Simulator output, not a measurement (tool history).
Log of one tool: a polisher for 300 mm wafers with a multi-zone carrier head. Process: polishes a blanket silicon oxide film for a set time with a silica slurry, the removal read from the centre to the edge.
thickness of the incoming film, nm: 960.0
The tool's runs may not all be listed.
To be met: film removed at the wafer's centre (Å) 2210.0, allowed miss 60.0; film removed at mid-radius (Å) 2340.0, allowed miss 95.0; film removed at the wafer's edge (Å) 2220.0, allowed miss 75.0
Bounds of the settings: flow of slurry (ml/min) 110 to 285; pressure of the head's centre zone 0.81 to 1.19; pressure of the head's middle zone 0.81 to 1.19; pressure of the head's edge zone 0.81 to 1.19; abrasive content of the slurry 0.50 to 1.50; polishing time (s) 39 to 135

run,day,flow of slurry (ml/min),pressure of the head's centre zone,pressure of the head's middle zone,pressure of the head's edge zone,abrasive content of the slurry,polishing time (s),film removed at the wafer's centre (Å),film removed at mid-radius (Å),film removed at the wafer's edge (Å)
1,0.000,180,1.00,1.00,1.00,1.00,87,2705.5,2656.7,2707.3
2,0.071,170,0.98,1.00,0.96,0.95,87,2538.8,2557.6,2568.4
3,0.188,150,0.98,1.00,0.96,0.95,87,2447.2,2487.3,2583.9
4,0.446,155,0.97,1.01,0.93,0.90,87,2421.0,2461.3,2409.2
5,0.612,145,0.96,1.01,0.91,0.90,87,2323.5,2390.1,2370.5
6,0.721,145,0.96,1.05,0.91,0.90,87,2372.7,2495.9,2412.8
7,0.746,140,0.95,1.04,0.88,0.90,87,2298.5,2502.3,2340.4
8,1.108,140,0.95,1.04,0.88,0.90,87,2268.7,2417.4,2318.4
9,1.246,135,0.95,1.04,0.87,0.90,87,2251.4,2428.3,2326.7

Which of these 4 next moves meets every target?
A,1.383,175,0.96,0.97,0.82,0.70,97,?,?,?
B,1.383,190,0.98,1.08,0.97,0.80,82,?,?,?
C,1.383,110,1.03,0.92,0.99,0.95,85,?,?,?
D,1.383,120,1.03,0.99,0.98,1.05,75,?,?,?

move,film removed at the wafer's centre (Å),film removed at mid-radius (Å),film removed at the wafer's edge (Å)
A,2327.2,2296.3,2265.1
B,2224.0,2311.7,2272.4
C,2312.4,2081.5,2402.5
D,2215.1,2088.1,2259.8
A: brings the result that was furthest off to its target, and leaves another outside
B: meets every target
C: further off than the last run
D: brings the result that was furthest off to its target, and leaves another outside
The right move is B.

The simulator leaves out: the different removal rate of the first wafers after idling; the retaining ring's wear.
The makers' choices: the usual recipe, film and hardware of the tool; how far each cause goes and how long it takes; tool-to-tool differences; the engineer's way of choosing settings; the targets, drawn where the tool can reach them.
